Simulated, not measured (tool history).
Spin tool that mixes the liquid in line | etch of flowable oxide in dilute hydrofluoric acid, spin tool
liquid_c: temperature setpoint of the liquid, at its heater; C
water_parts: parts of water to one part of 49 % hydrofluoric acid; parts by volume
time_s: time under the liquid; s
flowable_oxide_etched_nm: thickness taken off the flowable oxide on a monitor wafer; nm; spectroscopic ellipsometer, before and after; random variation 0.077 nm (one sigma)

{"run": 1, "hour": 0.0, "liquid_c": 25.0, "water_parts": 105, "time_s": 15, "flowable_oxide_etched_nm": 4.507}
{"run": 2, "hour": 3.5, "liquid_c": 25.5, "water_parts": 100, "time_s": 15, "flowable_oxide_etched_nm": 4.9858}
{"run": 3, "hour": 8.8, "liquid_c": 25.5, "water_parts": 100, "time_s": 15, "flowable_oxide_etched_nm": 4.8801}
{"run": 4, "hour": 13.1, "liquid_c": 25.5, "water_parts": 100, "time_s": 15, "flowable_oxide_etched_nm": 4.8899}
{"run": 5, "hour": 17.8, "liquid_c": 25.5, "water_parts": 80, "time_s": 15, "flowable_oxide_etched_nm": 6.3773}
{"run": 6, "hour": 23.8, "liquid_c": 25.5, "water_parts": 80, "time_s": 15, "flowable_oxide_etched_nm": 6.2533}
{"run": 7, "hour": 30.0, "liquid_c": 26.0, "water_parts": 80, "time_s": 15, "flowable_oxide_etched_nm": 6.4334}
{"run": 8, "hour": 35.3, "liquid_c": 26.5, "water_parts": 80, "time_s": 15, "flowable_oxide_etched_nm": 6.5364}
{"run": 9, "hour": 40.3, "liquid_c": 27.0, "water_parts": 80, "time_s": 15, "flowable_oxide_etched_nm": 6.6274}

Run 10 comes next. What will it give?
{"run": 10, "hour": 45.2, "liquid_c": 27.5, "water_parts": 80, "time_s": 15, "flowable_oxide_etched_nm": "?"}

Run 10 gave flowable_oxide_etched_nm 6.7200 nm.

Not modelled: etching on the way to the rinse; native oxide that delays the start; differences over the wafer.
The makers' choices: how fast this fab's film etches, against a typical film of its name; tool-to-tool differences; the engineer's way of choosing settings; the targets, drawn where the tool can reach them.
